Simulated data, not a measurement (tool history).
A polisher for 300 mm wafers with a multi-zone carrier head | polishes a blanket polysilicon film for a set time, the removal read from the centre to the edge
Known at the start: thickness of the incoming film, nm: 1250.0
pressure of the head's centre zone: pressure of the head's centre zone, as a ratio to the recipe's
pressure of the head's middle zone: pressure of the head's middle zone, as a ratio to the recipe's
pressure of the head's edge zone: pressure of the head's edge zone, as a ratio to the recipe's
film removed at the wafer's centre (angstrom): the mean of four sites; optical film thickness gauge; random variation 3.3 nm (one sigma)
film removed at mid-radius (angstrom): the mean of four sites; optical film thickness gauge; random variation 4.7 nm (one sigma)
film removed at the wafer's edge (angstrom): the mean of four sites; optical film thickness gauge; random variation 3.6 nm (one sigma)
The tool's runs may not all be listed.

run  hour  flow of slurry (ml/min)  pressure of the head's centre zone  pressure of the head's middle zone  pressure of the head's edge zone  polishing time (s)  film removed at the wafer's centre (angstrom)  film removed at mid-radius (angstrom)  film removed at the wafer's edge (angstrom)
  1     0                      245                                   1                                   1                                 1                  37                                         2492.1                                 2445.8                                       2340.3
  2   5.2                      270                                   1                                   1                                 1                  37                                         2536.4                                 2488.9                                       2367.5
  3  10.3                      270                                0.96                                   1                                 1                  37                                           2415                                   2496                                       2394.3
  4  15.1                      270                                0.96                                1.08                                 1                  37                                         2463.3                                 2682.1                                       2356.2
  5  20.3                      270                                0.96                                1.16                                 1                  37                                         2444.6                                 2881.2                                       2383.9
  6  24.7                      270                                0.98                                1.15                              1.04                  39                                         2643.3                                 2910.9                                       2536.8
  7  27.4                      275                                0.98                                1.15                              1.06                  41                                         2784.2                                 3126.1                                       2717.5
  8  32.1                      275                                0.98                                1.15                              1.06                  41                                           2792                                 3060.4                                       2704.2
  9  37.1                      280                                0.98                                1.15                              1.08                  42                                         2830.4                                 3149.8                                       2752.1
 10  40.6                      270                                0.99                                1.14                              1.09                  44                                         3016.4                                   3355                                         2923
 11  45.6                      275                                   1                                1.13                              1.11                  45                                         3052.9                                   3421                                       3096.8
 12  49.2                      280                                1.02                                1.13                              1.12                  45                                         3160.6                                 3303.6                                       3104.3
 13  55.3                      285                                1.02                                1.14                              1.12                  45                                         3167.8                                   3361                                       3141.3

Run 14 comes next. What will it give?
     63.1  -- edge zone pressure recalibrated
 14  63.1                      290                                1.03                                1.15                              1.12                  45                                              ?                                      ?                                            ?

Run 14 gave film removed at the wafer's centre (angstrom) 3229.2, film removed at mid-radius (angstrom) 3412.9, film removed at the wafer's edge (angstrom) 3224.5.

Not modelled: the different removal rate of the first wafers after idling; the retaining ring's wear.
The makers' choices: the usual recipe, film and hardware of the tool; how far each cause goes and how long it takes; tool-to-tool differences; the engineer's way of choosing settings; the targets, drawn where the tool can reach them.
